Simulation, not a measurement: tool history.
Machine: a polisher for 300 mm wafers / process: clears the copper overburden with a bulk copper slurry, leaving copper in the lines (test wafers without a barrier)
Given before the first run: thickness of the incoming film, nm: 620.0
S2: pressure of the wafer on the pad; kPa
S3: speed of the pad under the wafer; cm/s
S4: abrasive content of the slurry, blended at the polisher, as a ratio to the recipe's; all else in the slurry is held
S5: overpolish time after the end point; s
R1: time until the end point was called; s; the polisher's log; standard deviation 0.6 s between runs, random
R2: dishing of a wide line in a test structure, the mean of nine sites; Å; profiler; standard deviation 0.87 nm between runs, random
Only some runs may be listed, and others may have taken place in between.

{"run": 1, "day": 0.0, "flow of slurry (ml/min)": 175, "S2": 17.2, "S3": 134, "S4": 1, "S5": 29, "R1": 62.101, "R2": 1247.2}
{"run": 2, "day": 0.208, "flow of slurry (ml/min)": 175, "S2": 17.2, "S3": 164, "S4": 1, "S5": 29, "R1": 51.724, "R2": 1342.7}
{"run": 3, "day": 0.408, "flow of slurry (ml/min)": 175, "S2": 17.2, "S3": 176, "S4": 1, "S5": 29, "R1": 48.516, "R2": 1405.4}
{"run": 4, "day": 0.692, "flow of slurry (ml/min)": 200, "S2": 14.5, "S3": 184, "S4": 1.15, "S5": 24, "R1": 51.381, "R2": 1214.8}
{"run": 5, "day": 0.938, "flow of slurry (ml/min)": 200, "S2": 14.5, "S3": 162, "S4": 1.15, "S5": 24, "R1": 57.357, "R2": 1157.8}
{"run": 6, "day": 1.021, "flow of slurry (ml/min)": 220, "S2": 14.5, "S3": 162, "S4": 1.15, "S5": 24, "R1": 57.177, "R2": 1168.6}
{"run": 7, "day": 1.292, "flow of slurry (ml/min)": 190, "S2": 13.1, "S3": 174, "S4": 1.25, "S5": 20, "R1": 55.357, "R2": 1061.8}
{"run": 8, "day": 1.621, "flow of slurry (ml/min)": 170, "S2": 11.7, "S3": 182, "S4": 1.3, "S5": 17, "R1": 58.5, "R2": 919.56}
{"run": 9, "day": 1.733, "flow of slurry (ml/min)": 170, "S2": 11.7, "S3": 182, "S4": 1.3, "S5": 17, "R1": 57.777, "R2": 942.08}
{"run": 10, "day": 1.975, "flow of slurry (ml/min)": 155, "S2": 11, "S3": 188, "S4": 1.35, "S5": 15, "R1": 58.961, "R2": 848.93}
{"run": 11, "day": 2.196, "flow of slurry (ml/min)": 140, "S2": 11, "S3": 194, "S4": 1.4, "S5": 13, "R1": 56.175, "R2": 783.52}

Run 12 comes next. What will it give?
{"run": 12, "day": 2.571, "flow of slurry (ml/min)": 105, "S2": 9.7, "S3": 208, "S4": 1.5, "S5": 9, "R1": "?", "R2": "?"}

R1: 57.7 s
R2: 586.53 Å
